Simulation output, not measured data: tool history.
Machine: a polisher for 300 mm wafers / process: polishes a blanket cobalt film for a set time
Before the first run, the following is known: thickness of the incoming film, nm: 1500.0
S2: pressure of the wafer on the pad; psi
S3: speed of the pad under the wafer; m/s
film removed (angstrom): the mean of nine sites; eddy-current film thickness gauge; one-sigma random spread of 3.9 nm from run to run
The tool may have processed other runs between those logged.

{"run": 1, "day": 0.0, "flow of slurry (ml/min)": 175, "S2": 2.3, "S3": 1.24, "polishing time (s)": 92, "film removed (angstrom)": 6924.8}
{"run": 2, "day": 0.25, "flow of slurry (ml/min)": 175, "S2": 2.3, "S3": 1.56, "polishing time (s)": 92, "film removed (angstrom)": 8657.2}
{"run": 3, "day": 0.608, "flow of slurry (ml/min)": 175, "S2": 2, "S3": 1.56, "polishing time (s)": 92, "film removed (angstrom)": 7577.2}
{"run": 4, "day": 0.95, "flow of slurry (ml/min)": 170, "S2": 1.8, "S3": 1.4, "polishing time (s)": 92, "film removed (angstrom)": 6370.9}
{"run": 5, "day": 1.317, "flow of slurry (ml/min)": 170, "S2": 1.8, "S3": 1.62, "polishing time (s)": 92, "film removed (angstrom)": 7156.9}
{"run": 6, "day": 1.583, "flow of slurry (ml/min)": 170, "S2": 1.8, "S3": 1.44, "polishing time (s)": 92, "film removed (angstrom)": 6274.8}
{"run": 7, "day": 1.788, "flow of slurry (ml/min)": 155, "S2": 1.2, "S3": 1.08, "polishing time (s)": 92, "film removed (angstrom)": 3507.9}
{"run": 8, "day": 1.975, "flow of slurry (ml/min)": 155, "S2": 1.2, "S3": 1.08, "polishing time (s)": 92, "film removed (angstrom)": 3434.8}
{"run": 9, "day": 2.288, "flow of slurry (ml/min)": 150, "S2": 1.1, "S3": 1.06, "polishing time (s)": 92, "film removed (angstrom)": 3158.5}

Predict the results of run 10:
{"run": 10, "day": 2.562, "flow of slurry (ml/min)": 145, "S2": 1.1, "S3": 1.06, "polishing time (s)": 92, "film removed (angstrom)": "?"}

{"run 10": {"film removed (angstrom)": 3116.1}}
